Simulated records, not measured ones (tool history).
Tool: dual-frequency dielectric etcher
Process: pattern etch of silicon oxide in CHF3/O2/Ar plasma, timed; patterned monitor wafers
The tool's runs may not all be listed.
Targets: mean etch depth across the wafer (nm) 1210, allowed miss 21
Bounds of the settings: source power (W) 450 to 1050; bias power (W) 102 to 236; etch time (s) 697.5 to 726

run,hour,source power (W),bias power (W),etch time (s),mean etch depth across the wafer (nm)
1,0,750,169,697.5,1444.2
2,2.4,690,164,697.5,1391.2
3,3.4,640,160,697.5,1334.2
4,9.4,600,159,697.5,1302.9
5,15.6,600,159,697.5,1299.7
6,17.7,570,158,697.5,1278.3
7,24.5,550,157,697.5,1256.4
8,33.3,540,157,697.5,1249.4
9,37.3,530,157,697.5,1234.7
10,41.5,520,157,697.5,1230.7

Which of these 5 next moves meets every target?
A,45.7,520,162,704.5,?
B,45.7,560,148,712.5,?
C,45.7,460,156,715.5,?
D,45.7,500,167,697.5,?
E,45.7,470,171,704,?

move,mean etch depth across the wafer (nm)
A,1260.7
B,1252.9
C,1208.5
D,1249.7
E,1249.9
A: further off than the last run
B: further off than the last run
C: meets every target
D: further off than the last run
E: further off than the last run
The right move is C.
